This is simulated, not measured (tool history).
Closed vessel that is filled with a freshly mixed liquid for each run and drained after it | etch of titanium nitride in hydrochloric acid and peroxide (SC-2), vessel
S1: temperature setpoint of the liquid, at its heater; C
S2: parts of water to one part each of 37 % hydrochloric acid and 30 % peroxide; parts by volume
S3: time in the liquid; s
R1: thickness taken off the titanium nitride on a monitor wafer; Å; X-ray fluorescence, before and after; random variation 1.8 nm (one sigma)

run    day    S1   S2    S3      R1
  1      0    50  5.5  2470  942.53
  2  0.242    56  5.5  2470  1360.3
  3  0.567    56  4.5  2470  1577.5
  4  0.679  56.5  4.5  2470  1628.3
  5  1.033  51.5  4.5  2470    1176
  6  1.133  51.5    4  2470  1264.4
  7  1.471    52    4  2470  1306.4
  8  1.604  52.5    4  2470  1367.1
  9  1.908    53    4  2470    1399
 10  2.096  53.5    4  2470  1445.9

Run 11 comes next. What will it give?
 11  2.217  54   4  2470   ?

{"run 11": {"R1": 1494.3}}
